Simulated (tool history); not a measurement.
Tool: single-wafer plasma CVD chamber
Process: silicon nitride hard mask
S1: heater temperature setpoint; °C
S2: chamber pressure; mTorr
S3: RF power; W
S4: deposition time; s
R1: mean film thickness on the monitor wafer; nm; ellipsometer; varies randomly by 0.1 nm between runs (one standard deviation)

run	hour	S1	S2	S3	S4	R1
1	0.0	405	1100	370	39.7	44.247
2	5.5	405	1100	420	39.7	47.023
3	6.6	405	1100	420	37.9	45.212
4	14.9	405	940	420	37.9	42.677
5	16.9	405	880	400	37.9	40.709
6	17.9	405	840	385	37.9	39.032
7	19.3	406	660	330	37.9	32.056

Run 8 comes next. What will it give?
8	20.4	406	680	330	37.9	?

Run 8 yielded R1 32.290 nm.
